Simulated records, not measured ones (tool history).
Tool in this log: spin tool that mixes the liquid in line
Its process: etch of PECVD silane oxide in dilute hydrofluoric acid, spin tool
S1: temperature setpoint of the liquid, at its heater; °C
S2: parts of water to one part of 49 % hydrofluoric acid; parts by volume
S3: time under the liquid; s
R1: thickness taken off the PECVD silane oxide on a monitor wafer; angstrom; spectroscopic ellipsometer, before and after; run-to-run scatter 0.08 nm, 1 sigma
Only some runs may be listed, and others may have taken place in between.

run	hour	S1	S2	S3	R1
1	0	20	215	295	163.56
2	2.7	19.5	225	295	152.79
3	11	19	230	295	147.31
4	12	18.5	235	295	138.88
5	12.8	18	240	295	135.11
6	15.5	18	240	320	144.47
7	17.5	18	245	320	141.57
8	25.4	18	250	320	137.67

The next listed run, before its measurement:
9	34.3	18	255	320	?

{"run 9": {"R1": 135.46}}
